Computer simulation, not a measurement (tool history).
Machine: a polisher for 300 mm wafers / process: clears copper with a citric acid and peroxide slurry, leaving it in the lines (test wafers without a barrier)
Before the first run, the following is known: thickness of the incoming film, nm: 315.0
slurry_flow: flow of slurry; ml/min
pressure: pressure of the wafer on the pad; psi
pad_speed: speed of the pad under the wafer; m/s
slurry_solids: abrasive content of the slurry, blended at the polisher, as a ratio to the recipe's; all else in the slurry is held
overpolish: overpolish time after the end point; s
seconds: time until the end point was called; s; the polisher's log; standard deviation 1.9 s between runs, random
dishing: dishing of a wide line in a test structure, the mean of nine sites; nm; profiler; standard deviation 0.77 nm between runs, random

run 1 day=0 | slurry_flow=165 pressure=3.2 pad_speed=1.18 slurry_solids=1 overpolish=27 | seconds=98.858 dishing=50.765
run 2 day=0.371 | slurry_flow=165 pressure=3.5 pad_speed=1.18 slurry_solids=1 overpolish=27 | seconds=93.541 dishing=55.549
run 3 day=0.567 | slurry_flow=200 pressure=3.5 pad_speed=1.18 slurry_solids=1 overpolish=27 | seconds=90.514 dishing=56.55
run 4 day=0.708 | slurry_flow=200 pressure=3.5 pad_speed=1.18 slurry_solids=1 overpolish=31 | seconds=89.388 dishing=63.622
run 5 day=1.038 | slurry_flow=200 pressure=3.2 pad_speed=1.16 slurry_solids=1 overpolish=31 | seconds=99.223 dishing=58.306
run 6 day=1.071 | slurry_flow=200 pressure=2.9 pad_speed=1.14 slurry_solids=1 overpolish=31 | seconds=106.79 dishing=53.707
run 7 day=1.438 | slurry_flow=200 pressure=2.7 pad_speed=1.12 slurry_solids=1 overpolish=31 | seconds=115.7 dishing=51.307
run 8 day=1.792 | slurry_flow=200 pressure=2.5 pad_speed=1.1 slurry_solids=1 overpolish=31 | seconds=123.07 dishing=48.079

Forecast run 9:
run 9 day=2.15 | slurry_flow=200 pressure=2.5 pad_speed=1.1 slurry_solids=1 overpolish=31 | seconds=? dishing=?

Run 9 produced seconds 126.92 s, dishing 47.238 nm.

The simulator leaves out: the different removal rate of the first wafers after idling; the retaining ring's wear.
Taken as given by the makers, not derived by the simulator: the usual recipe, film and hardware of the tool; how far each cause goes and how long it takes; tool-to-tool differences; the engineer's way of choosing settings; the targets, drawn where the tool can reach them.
